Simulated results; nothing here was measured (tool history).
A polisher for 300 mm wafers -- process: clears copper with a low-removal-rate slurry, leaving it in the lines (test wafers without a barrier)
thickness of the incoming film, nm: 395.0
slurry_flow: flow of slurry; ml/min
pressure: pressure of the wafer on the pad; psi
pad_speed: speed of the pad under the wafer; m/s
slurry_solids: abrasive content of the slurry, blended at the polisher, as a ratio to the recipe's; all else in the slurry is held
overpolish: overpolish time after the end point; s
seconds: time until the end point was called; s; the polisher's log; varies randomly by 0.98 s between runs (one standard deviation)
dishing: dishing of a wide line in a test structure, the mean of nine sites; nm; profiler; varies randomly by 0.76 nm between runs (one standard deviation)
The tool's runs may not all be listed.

| run | hour | slurry_flow | pressure | pad_speed | slurry_solids | overpolish | seconds | dishing |
|---|---|---|---|---|---|---|---|---|
| 1 | 0 | 230 | 2.7 | 0.96 | 1 | 21 | 178.68 | 31.53 |
| 2 | 8.3 | 230 | 2.7 | 0.96 | 1.2 | 21 | 172.66 | 32.421 |
| 3 | 16.7 | 230 | 2.7 | 0.96 | 1.1 | 21 | 178.69 | 30.814 |
| 4 | 21.7 | 230 | 2.7 | 0.96 | 1.1 | 28 | 177.91 | 39.68 |
| 5 | 27.5 | 235 | 2.9 | 0.96 | 1.1 | 25 | 163.53 | 39.338 |
| 6 | 32.8 | 240 | 3.1 | 0.96 | 1.1 | 22 | 156.84 | 37.484 |
| 7 | 33.4 | 240 | 3.8 | 1.08 | 1.1 | 12 | 113.99 | 30.042 |

What does the tool deliver on the next run?
| 8 | 40.5 | 240 | 3.8 | 1.08 | 1.1 | 13 | ? | ? |

{"run 8": {"seconds": 111.42, "dishing": 31.905}}
